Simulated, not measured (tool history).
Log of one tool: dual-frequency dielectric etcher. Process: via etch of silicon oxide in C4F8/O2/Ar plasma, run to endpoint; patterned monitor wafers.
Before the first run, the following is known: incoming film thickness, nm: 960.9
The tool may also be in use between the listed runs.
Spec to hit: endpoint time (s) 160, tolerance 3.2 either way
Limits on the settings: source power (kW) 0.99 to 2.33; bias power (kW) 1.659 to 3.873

Run 1, hour 0: source power (kW) 1.66, bias power (kW) 2.766. Result: endpoint time (s) 173.81.
Run 2, hour 4.9: source power (kW) 1.83, bias power (kW) 2.766. Result: endpoint time (s) 165.72.
Run 3, hour 12.8: source power (kW) 1.83, bias power (kW) 2.519. Result: endpoint time (s) 168.5.
Run 4, hour 14.6: source power (kW) 1.88, bias power (kW) 2.537. Result: endpoint time (s) 166.36.
Run 5, hour 21.3: source power (kW) 2.18, bias power (kW) 2.537. Result: endpoint time (s) 155.31.
Run 6, hour 25.8: source power (kW) 2.29, bias power (kW) 2.537. Result: endpoint time (s) 152.3.
Run 7, hour 34.6: source power (kW) 2.24, bias power (kW) 2.514. Result: endpoint time (s) 153.61.
Run 8, hour 37.6: source power (kW) 2.2, bias power (kW) 2.496. Result: endpoint time (s) 154.65.
Run 9, hour 43.8: source power (kW) 2.17, bias power (kW) 2.48. Result: endpoint time (s) 155.82.
Run 10, hour 45.5: source power (kW) 2.17, bias power (kW) 2.48. Result: endpoint time (s) 155.41.
Run 11, hour 47.4: source power (kW) 2.17, bias power (kW) 2.48. Result: endpoint time (s) 155.78.
At hour 53.5: bias power generator calibrated.
Run 12, hour 53.5: source power (kW) 2.17, bias power (kW) 2.48. Result: endpoint time (s) 156.11.
Run 13, hour 55.8: source power (kW) 2.14, bias power (kW) 2.468. Result: endpoint time (s) 157.12.

Which one of the following 4 next-run settings gets every result inside its allowed miss? There is exactly one.
Run A, hour 58.1: source power (kW) 2.25, bias power (kW) 2.594. Result: endpoint time (s) ?.
Run B, hour 58.1: source power (kW) 2.12, bias power (kW) 3.096. Result: endpoint time (s) ?.
Run C, hour 58.1: source power (kW) 2.26, bias power (kW) 2.562. Result: endpoint time (s) ?.
Run D, hour 58.1: source power (kW) 2.3, bias power (kW) 1.8. Result: endpoint time (s) ?.

move  endpoint time (s)
   A             151.79
   B             150.61
   C             151.83
   D             160.11
A: the biggest miss grows against the last run
B: the biggest miss grows against the last run
C: the biggest miss grows against the last run
D: each result inside its tolerance
Move D is the one to make.
